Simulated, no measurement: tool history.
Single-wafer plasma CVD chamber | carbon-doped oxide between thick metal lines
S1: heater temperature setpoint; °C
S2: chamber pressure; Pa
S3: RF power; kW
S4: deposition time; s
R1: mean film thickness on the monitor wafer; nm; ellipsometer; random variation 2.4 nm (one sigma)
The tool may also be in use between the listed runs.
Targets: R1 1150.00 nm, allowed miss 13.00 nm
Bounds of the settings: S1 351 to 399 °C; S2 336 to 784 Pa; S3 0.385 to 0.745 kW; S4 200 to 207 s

Run 1, day 0.000: S1 375 °C, S2 560 Pa, S3 0.565 kW, S4 200 s. Result: R1 1012.00 nm.
Run 2, day 0.142: S1 371 °C, S2 560 Pa, S3 0.565 kW, S4 200 s. Result: R1 1019.20 nm.
Run 3, day 0.258: S1 371 °C, S2 560 Pa, S3 0.535 kW, S4 200 s. Result: R1 990.20 nm.
Run 4, day 0.429: S1 371 °C, S2 560 Pa, S3 0.470 kW, S4 200 s. Result: R1 922.64 nm.
Run 5, day 0.529: S1 368 °C, S2 615 Pa, S3 0.505 kW, S4 200 s. Result: R1 976.60 nm.
Run 6, day 0.871: S1 366 °C, S2 657 Pa, S3 0.530 kW, S4 200 s. Result: R1 1026.10 nm.
Run 7, day 1.204: S1 364 °C, S2 692 Pa, S3 0.545 kW, S4 200 s. Result: R1 1048.40 nm.
Run 8, day 1.300: S1 362 °C, S2 717 Pa, S3 0.560 kW, S4 200 s. Result: R1 1075.10 nm.
Run 9, day 1.529: S1 361 °C, S2 736 Pa, S3 0.570 kW, S4 200 s. Result: R1 1095.50 nm.

Which of these 4 next moves meets every target?
Run A, day 1.758: S1 352 °C, S2 727 Pa, S3 0.590 kW, S4 201 s. Result: R1 ?.
Run B, day 1.758: S1 360 °C, S2 784 Pa, S3 0.550 kW, S4 204 s. Result: R1 ?.
Run C, day 1.758: S1 367 °C, S2 709 Pa, S3 0.565 kW, S4 207 s. Result: R1 ?.
Run D, day 1.758: S1 359 °C, S2 772 Pa, S3 0.530 kW, S4 201 s. Result: R1 ?.

move       R1
   A  1146.40
   B  1106.70
   C  1104.00
   D  1070.10
A: meets every target
B: nearer than the last run, and not there yet
C: nearer than the last run, and not there yet
D: further off than the last run
The right move is A.
